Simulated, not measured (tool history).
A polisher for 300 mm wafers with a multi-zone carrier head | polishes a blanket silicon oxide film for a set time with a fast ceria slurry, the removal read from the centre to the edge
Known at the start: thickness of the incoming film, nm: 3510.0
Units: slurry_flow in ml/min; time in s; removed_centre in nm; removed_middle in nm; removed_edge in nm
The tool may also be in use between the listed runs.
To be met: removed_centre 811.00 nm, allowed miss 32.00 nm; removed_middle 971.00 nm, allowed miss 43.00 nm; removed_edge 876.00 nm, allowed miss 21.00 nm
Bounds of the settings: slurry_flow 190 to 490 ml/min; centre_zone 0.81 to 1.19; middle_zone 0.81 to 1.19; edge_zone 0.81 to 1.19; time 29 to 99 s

run    day  slurry_flow  centre_zone  middle_zone  edge_zone  time  removed_centre  removed_middle  removed_edge
  1  0.000          315         1.00         1.00       1.00    64          705.84          707.98        683.31
  2  0.079          315         1.00         1.07       1.00    64          703.52          735.56        687.87
  3  0.238          325         0.99         1.10       1.01    67          736.23          805.89        720.73
  4  0.375          325         1.06         1.10       1.01    67          805.92          792.10        729.40
  5  0.554          325         1.06         1.17       1.01    67          790.03          846.98        719.58
  6  0.762          325         1.00         1.17       1.01    67          763.29          863.38        726.00
     0.912  -- edge zone pressure recalibrated
  7  0.912          330         0.99         1.17       1.05    68          762.80          866.74        782.02
  8  1.050          340         0.98         1.17       1.05    69          754.60          881.11        804.03
  9  1.262          350         0.98         1.17       1.05    70          766.80          899.46        814.57
 10  1.412          360         0.98         1.17       1.05    71          780.12          895.99        817.48
 11  1.438          350         0.98         1.17       1.05    72          769.36          927.10        821.94

Which of these 4 next moves meets every target?
  A  1.462          320         0.93         1.18       1.06    69               ?               ?             ?
  B  1.462          385         0.95         1.19       1.02    83               ?               ?             ?
  C  1.462          395         0.87         1.19       1.05    75               ?               ?             ?
  D  1.462          270         0.98         1.19       1.09    76               ?               ?             ?

move  removed_centre  removed_middle  removed_edge
   A          701.99          880.19        795.22
   B          874.16         1079.30        947.86
   C          724.09          977.16        869.38
   D          804.63          964.79        879.61
A: further off than the last run
B: takes the result that was furthest off past its target
C: brings the result that was furthest off to its target, and leaves another outside
D: meets every target
Move D is the one to make.

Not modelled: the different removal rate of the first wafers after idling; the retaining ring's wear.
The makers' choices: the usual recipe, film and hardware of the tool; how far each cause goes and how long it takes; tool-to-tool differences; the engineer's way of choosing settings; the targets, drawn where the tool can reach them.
